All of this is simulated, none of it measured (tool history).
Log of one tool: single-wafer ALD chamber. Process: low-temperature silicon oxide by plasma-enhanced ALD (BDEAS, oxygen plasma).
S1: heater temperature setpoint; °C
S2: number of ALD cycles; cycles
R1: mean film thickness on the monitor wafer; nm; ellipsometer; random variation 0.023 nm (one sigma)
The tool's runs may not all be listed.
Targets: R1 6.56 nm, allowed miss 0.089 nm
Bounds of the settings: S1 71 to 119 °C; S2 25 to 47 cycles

{"run": 1, "day": 0.0, "S1": 95, "S2": 36, "R1": 5.3633}
{"run": 2, "day": 0.333, "S1": 103, "S2": 36, "R1": 5.254}
{"run": 3, "day": 0.546, "S1": 98, "S2": 38, "R1": 5.6183}
{"run": 4, "day": 0.921, "S1": 93, "S2": 39, "R1": 5.817}
{"run": 5, "day": 1.042, "S1": 98, "S2": 39, "R1": 5.7481}
{"run": 6, "day": 1.129, "S1": 98, "S2": 34, "R1": 5.0108}
{"run": 7, "day": 1.483, "S1": 94, "S2": 36, "R1": 5.4073}
{"day": 1.621, "done": "thermocouple changed; heater temperature recalibrated"}
{"run": 8, "day": 1.621, "S1": 89, "S2": 37, "R1": 5.5183}
{"run": 9, "day": 1.775, "S1": 89, "S2": 37, "R1": 5.5604}

4 next moves are on the table. One of them brings every result within its allowed miss. Which?
{"run": "A", "day": 1.929, "S1": 84, "S2": 45, "R1": "?"}
{"run": "B", "day": 1.929, "S1": 81, "S2": 43, "R1": "?"}
{"run": "C", "day": 1.929, "S1": 82, "S2": 42, "R1": "?"}
{"run": "D", "day": 1.929, "S1": 86, "S2": 45, "R1": "?"}

move=A R1=6.8482
move=B R1=6.603
move=C R1=6.4302
move=D R1=6.8068
A: takes the result that was furthest off past its target
B: meets every target
C: nearer than the last run, and not there yet
D: takes the result that was furthest off past its target
The right move is B.
